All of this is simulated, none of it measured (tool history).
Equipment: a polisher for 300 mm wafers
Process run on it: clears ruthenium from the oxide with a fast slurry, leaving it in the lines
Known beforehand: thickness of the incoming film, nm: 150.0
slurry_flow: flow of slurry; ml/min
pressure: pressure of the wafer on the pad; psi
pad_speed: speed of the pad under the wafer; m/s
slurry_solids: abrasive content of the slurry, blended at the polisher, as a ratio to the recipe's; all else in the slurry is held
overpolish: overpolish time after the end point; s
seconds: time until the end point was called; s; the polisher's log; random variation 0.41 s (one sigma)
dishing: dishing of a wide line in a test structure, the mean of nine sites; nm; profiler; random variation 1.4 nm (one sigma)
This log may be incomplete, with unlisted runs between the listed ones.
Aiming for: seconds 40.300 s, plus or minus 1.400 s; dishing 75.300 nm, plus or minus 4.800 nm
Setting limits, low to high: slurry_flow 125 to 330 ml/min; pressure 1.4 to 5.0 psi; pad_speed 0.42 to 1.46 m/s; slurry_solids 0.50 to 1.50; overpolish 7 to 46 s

run,hour,slurry_flow,pressure,pad_speed,slurry_solids,overpolish,seconds,dishing
1,0.0,210,3.2,0.94,1.00,24,30.419,98.333
2,6.6,210,3.1,0.94,1.00,24,32.212,90.845
3,11.9,210,3.1,0.94,1.00,17,31.546,69.762
4,18.2,210,3.0,0.94,1.00,18,32.925,70.629
5,25.9,210,2.9,0.94,1.00,19,33.386,72.078
# hour 33.1: slurry nozzle cleaned
6,33.1,210,2.3,0.94,1.00,19,41.960,60.013
7,37.4,210,2.3,0.94,1.00,20,40.420,60.570
8,46.0,210,2.3,0.94,1.00,21,41.142,66.901
9,54.3,210,2.3,0.94,1.00,22,41.079,68.517

Pick the move, out of 4, that brings all results within their allowed miss; only one does.
A,62.6,235,2.4,0.90,0.90,18,?,?
B,62.6,240,2.2,1.08,0.90,18,?,?
C,62.6,225,2.7,0.92,0.85,20,?,?
D,62.6,225,2.5,0.90,0.95,24,?,?

move,seconds,dishing
A,43.414,54.424
B,40.797,57.548
C,40.148,64.102
D,40.281,74.918
A: misses by more than the last run did
B: misses by more than the last run did
C: misses by more than the last run did
D: every result within its allowed miss
Move D is the one to make.
